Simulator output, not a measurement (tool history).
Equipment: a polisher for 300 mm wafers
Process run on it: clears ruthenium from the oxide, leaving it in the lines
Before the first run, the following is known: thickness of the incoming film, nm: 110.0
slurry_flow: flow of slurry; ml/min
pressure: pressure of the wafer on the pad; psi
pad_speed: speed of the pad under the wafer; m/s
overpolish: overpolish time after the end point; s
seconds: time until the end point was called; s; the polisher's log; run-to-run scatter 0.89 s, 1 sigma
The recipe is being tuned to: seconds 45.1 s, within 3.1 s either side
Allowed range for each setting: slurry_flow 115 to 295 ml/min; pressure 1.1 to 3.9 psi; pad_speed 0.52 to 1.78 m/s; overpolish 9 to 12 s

run,hour,slurry_flow,pressure,pad_speed,overpolish,seconds
1,0,190,2.5,1.14,12,65.193
2,3.6,190,3,1.14,12,55.992
3,9.5,220,3,1.14,12,56.855
4,13.1,185,3,1.14,12,57.75
5,14.2,185,3.1,1.16,12,54.555
6,17.7,185,3.2,1.16,12,52.102
7,18.7,185,3.3,1.16,12,52.472
8,21.5,185,3.4,1.16,12,51.609

Below are 5 possible settings for the next run. Only one of them brings all results inside the allowed miss of their targets. Which is it?
A,24.3,115,2.8,1.56,12,?
B,24.3,190,3.9,1.32,12,?
C,24.3,185,3.6,1.46,12,?
D,24.3,200,3.6,1.42,12,?
E,24.3,170,3.3,1.56,10,?

move,seconds
A,45.55
B,40.036
C,38.724
D,39.505
E,39.062
A: every result lands within tolerance
B: takes the biggest miss from the last run beyond its target
C: takes the biggest miss from the last run beyond its target
D: takes the biggest miss from the last run beyond its target
E: takes the biggest miss from the last run beyond its target
So the answer is move A, the one that meets all the targets.
